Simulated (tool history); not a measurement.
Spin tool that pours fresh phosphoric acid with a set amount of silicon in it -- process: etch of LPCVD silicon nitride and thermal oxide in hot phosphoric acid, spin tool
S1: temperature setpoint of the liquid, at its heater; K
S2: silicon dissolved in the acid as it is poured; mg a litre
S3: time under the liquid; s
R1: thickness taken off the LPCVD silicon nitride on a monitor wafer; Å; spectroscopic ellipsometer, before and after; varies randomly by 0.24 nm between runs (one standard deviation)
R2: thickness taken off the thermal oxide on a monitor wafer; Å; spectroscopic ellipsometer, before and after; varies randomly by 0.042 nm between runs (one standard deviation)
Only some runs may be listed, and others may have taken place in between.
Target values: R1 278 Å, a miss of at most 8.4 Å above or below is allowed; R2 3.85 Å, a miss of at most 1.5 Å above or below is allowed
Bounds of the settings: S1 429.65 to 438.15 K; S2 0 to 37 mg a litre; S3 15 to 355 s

run,hour,S1,S2,S3,R1,R2
1,0,433.15,16,180,168.15,2.6572
2,6.6,433.15,16,115,105.73,2.1715
3,10,433.65,16.5,130,123.61,2.5286
4,11.3,434.15,18.5,140,133.96,3.0007
5,18.9,434.15,18.5,215,208.41,4.422
6,21.8,433.15,18.5,215,197.16,4.2037
7,28.9,433.65,16.5,215,204.69,4.0347
8,31.9,433.65,16.5,215,204.59,4.6425
9,40.5,433.65,18.5,220,206.9,4.4691
10,49.4,433.65,16.5,225,212.06,4.4405
11,58.1,433.15,17.5,230,215.81,4.1289
12,61.9,433.15,16,235,217.35,5.173
13,63.9,433.65,18,235,221.63,3.9561
14,72.4,434.15,19,240,228.88,4.941
15,78.8,433.65,18.5,245,229.26,4.8674

Which of these 4 next moves meets every target?
A,85.2,430.15,25.5,330,?,?
B,85.2,429.65,23,315,?,?
C,85.2,433.65,29.5,275,?,?
D,85.2,436.15,13.5,295,?,?

move,R1,R2
A,277.21,3.2221
B,260.14,3.2132
C,260,3.0128
D,303.13,6.3207
A: every result lands within tolerance
B: nearer the targets than the last run, but a result is still out of spec
C: nearer the targets than the last run, but a result is still out of spec
D: takes the result that was furthest off past its target
Move A is the one to make.
